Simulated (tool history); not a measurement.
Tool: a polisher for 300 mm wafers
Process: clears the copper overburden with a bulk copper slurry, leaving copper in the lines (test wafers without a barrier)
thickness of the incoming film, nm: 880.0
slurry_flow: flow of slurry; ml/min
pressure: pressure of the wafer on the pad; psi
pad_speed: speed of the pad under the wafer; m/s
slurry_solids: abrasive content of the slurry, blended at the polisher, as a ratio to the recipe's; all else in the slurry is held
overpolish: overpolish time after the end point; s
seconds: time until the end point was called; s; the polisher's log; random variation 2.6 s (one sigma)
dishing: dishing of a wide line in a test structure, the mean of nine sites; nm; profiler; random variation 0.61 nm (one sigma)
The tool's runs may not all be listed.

run,day,slurry_flow,pressure,pad_speed,slurry_solids,overpolish,seconds,dishing
1,0.000,170,2.1,1.36,1.0,20,89.072,46.102
2,0.171,170,1.9,1.32,1.0,20,96.808,44.227
3,0.504,170,1.9,1.54,1.0,20,84.700,46.580
4,0.642,170,1.7,1.44,1.0,21,97.524,43.500
5,0.829,170,1.6,1.36,1.0,23,107.780,43.329
6,1.188,170,1.5,1.30,1.0,24,118.670,43.321
7,1.325,170,1.4,1.24,1.0,24,127.690,42.523
8,1.388,170,1.3,1.20,1.0,23,145.380,39.682
9,1.542,170,1.2,1.18,1.0,23,153.020,39.254

The next listed run, before its measurement:
10,1.796,170,1.2,1.16,1.0,23,?,?

Run 10 gave seconds 157.720 s, dishing 39.036 nm.
